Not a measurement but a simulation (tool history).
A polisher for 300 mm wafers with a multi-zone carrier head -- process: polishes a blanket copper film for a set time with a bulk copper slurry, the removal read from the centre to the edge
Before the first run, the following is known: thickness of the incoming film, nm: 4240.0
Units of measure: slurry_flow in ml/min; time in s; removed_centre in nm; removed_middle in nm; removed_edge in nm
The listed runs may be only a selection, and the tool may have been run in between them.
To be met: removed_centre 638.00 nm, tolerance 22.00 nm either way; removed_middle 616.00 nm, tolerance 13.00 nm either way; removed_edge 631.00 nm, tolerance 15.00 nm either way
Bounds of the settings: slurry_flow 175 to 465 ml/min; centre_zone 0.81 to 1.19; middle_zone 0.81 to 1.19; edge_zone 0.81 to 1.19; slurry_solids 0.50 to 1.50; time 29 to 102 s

{"run": 1, "hour": 0.0, "slurry_flow": 295, "centre_zone": 1.0, "middle_zone": 1.0, "edge_zone": 1.0, "slurry_solids": 1.0, "time": 65, "removed_centre": 555.83, "removed_middle": 554.43, "removed_edge": 524.22}
{"run": 2, "hour": 1.3, "slurry_flow": 300, "centre_zone": 1.0, "middle_zone": 1.0, "edge_zone": 1.02, "slurry_solids": 1.05, "time": 65, "removed_centre": 558.34, "removed_middle": 556.68, "removed_edge": 543.47}
{"run": 3, "hour": 2.7, "slurry_flow": 300, "centre_zone": 1.0, "middle_zone": 1.0, "edge_zone": 1.02, "slurry_solids": 1.05, "time": 76, "removed_centre": 646.33, "removed_middle": 656.39, "removed_edge": 631.74}
{"run": 4, "hour": 4.3, "slurry_flow": 255, "centre_zone": 1.0, "middle_zone": 1.0, "edge_zone": 1.02, "slurry_solids": 1.05, "time": 76, "removed_centre": 647.64, "removed_middle": 642.07, "removed_edge": 616.34}
{"run": 5, "hour": 6.3, "slurry_flow": 255, "centre_zone": 1.0, "middle_zone": 1.0, "edge_zone": 0.94, "slurry_solids": 1.05, "time": 76, "removed_centre": 635.4, "removed_middle": 652.47, "removed_edge": 595.93}
{"run": 6, "hour": 8.0, "slurry_flow": 255, "centre_zone": 1.0, "middle_zone": 1.06, "edge_zone": 0.94, "slurry_solids": 1.05, "time": 76, "removed_centre": 641.86, "removed_middle": 674.67, "removed_edge": 592.86}
{"run": 7, "hour": 15.0, "slurry_flow": 250, "centre_zone": 1.0, "middle_zone": 1.05, "edge_zone": 0.95, "slurry_solids": 1.05, "time": 76, "removed_centre": 634.66, "removed_middle": 671.51, "removed_edge": 596.51}
{"run": 8, "hour": 15.8, "slurry_flow": 250, "centre_zone": 1.0, "middle_zone": 1.05, "edge_zone": 0.95, "slurry_solids": 1.05, "time": 76, "removed_centre": 636.08, "removed_middle": 665.58, "removed_edge": 600.53}
{"run": 9, "hour": 23.5, "slurry_flow": 250, "centre_zone": 1.0, "middle_zone": 1.05, "edge_zone": 0.95, "slurry_solids": 1.05, "time": 76, "removed_centre": 631.31, "removed_middle": 673.36, "removed_edge": 596.72}

Which one of the following 5 next-run settings gets every result inside its allowed miss? There is exactly one.
{"run": "A", "hour": 31.2, "slurry_flow": 275, "centre_zone": 1.01, "middle_zone": 1.07, "edge_zone": 0.84, "slurry_solids": 1.4, "time": 67, "removed_centre": "?", "removed_middle": "?", "removed_edge": "?"}
{"run": "B", "hour": 31.2, "slurry_flow": 255, "centre_zone": 1.05, "middle_zone": 1.0, "edge_zone": 0.95, "slurry_solids": 0.75, "time": 74, "removed_centre": "?", "removed_middle": "?", "removed_edge": "?"}
{"run": "C", "hour": 31.2, "slurry_flow": 245, "centre_zone": 1.0, "middle_zone": 0.98, "edge_zone": 0.88, "slurry_solids": 1.1, "time": 76, "removed_centre": "?", "removed_middle": "?", "removed_edge": "?"}
{"run": "D", "hour": 31.2, "slurry_flow": 275, "centre_zone": 1.0, "middle_zone": 1.16, "edge_zone": 0.83, "slurry_solids": 0.9, "time": 77, "removed_centre": "?", "removed_middle": "?", "removed_edge": "?"}
{"run": "E", "hour": 31.2, "slurry_flow": 185, "centre_zone": 0.98, "middle_zone": 0.92, "edge_zone": 0.98, "slurry_solids": 1.05, "time": 82, "removed_centre": "?", "removed_middle": "?", "removed_edge": "?"}

move=A removed_centre=618.96 removed_middle=653.67 removed_edge=534.55
move=B removed_centre=608.58 removed_middle=585.27 removed_edge=538.16
move=C removed_centre=646.66 removed_middle=641.49 removed_edge=579.84
move=D removed_centre=636.86 removed_middle=727.35 removed_edge=551.35
move=E removed_centre=643.18 removed_middle=620.67 removed_edge=629.78
A: the biggest miss grows against the last run
B: moves the result that the last run missed by most past its target, out the other side
C: nearer than the last run, and not there yet
D: the biggest miss grows against the last run
E: in spec on every target
Correct choice: E, which meets every target

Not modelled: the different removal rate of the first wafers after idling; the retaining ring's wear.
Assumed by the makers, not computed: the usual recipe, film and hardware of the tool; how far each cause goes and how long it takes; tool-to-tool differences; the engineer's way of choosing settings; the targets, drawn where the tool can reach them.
